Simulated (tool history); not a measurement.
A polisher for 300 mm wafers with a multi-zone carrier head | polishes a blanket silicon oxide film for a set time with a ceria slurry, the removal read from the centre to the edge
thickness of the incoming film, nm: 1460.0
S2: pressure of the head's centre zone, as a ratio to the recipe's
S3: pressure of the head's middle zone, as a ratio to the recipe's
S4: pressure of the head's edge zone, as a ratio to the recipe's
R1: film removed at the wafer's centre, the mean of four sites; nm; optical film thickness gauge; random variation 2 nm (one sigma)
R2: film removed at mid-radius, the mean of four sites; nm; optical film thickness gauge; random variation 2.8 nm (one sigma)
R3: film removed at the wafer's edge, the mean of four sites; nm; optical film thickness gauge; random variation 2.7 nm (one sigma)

run 1 day=0 | flow_of_slurry_(ml/min)=165 S2=1 S3=1 S4=1 polishing_time_(s)=86 | R1=265.93 R2=272.33 R3=268.33
run 2 day=0.242 | flow_of_slurry_(ml/min)=165 S2=1.05 S3=1 S4=1 polishing_time_(s)=86 | R1=281.06 R2=273.12 R3=269.4
run 3 day=0.362 | flow_of_slurry_(ml/min)=155 S2=1.01 S3=0.96 S4=1 polishing_time_(s)=85 | R1=260.64 R2=258.57 R3=266.54
run 4 day=0.55 | flow_of_slurry_(ml/min)=150 S2=0.99 S3=0.93 S4=0.99 polishing_time_(s)=83 | R1=248.78 R2=236.97 R3=252.14
run 5 day=0.921 | flow_of_slurry_(ml/min)=150 S2=0.96 S3=0.93 S4=0.99 polishing_time_(s)=83 | R1=240.38 R2=239.88 R3=253.71
run 6 day=1.104 | flow_of_slurry_(ml/min)=140 S2=0.95 S3=0.91 S4=0.99 polishing_time_(s)=83 | R1=231.89 R2=226.61 R3=251.98
run 7 day=1.329 | flow_of_slurry_(ml/min)=105 S2=0.93 S3=0.9 S4=0.99 polishing_time_(s)=83 | R1=209.7 R2=213.29 R3=233.83

Forecast run 8:
run 8 day=1.379 | flow_of_slurry_(ml/min)=105 S2=0.93 S3=0.9 S4=0.99 polishing_time_(s)=83 | R1=? R2=? R3=?

R1: 205.82 nm
R2: 211.83 nm
R3: 233.67 nm
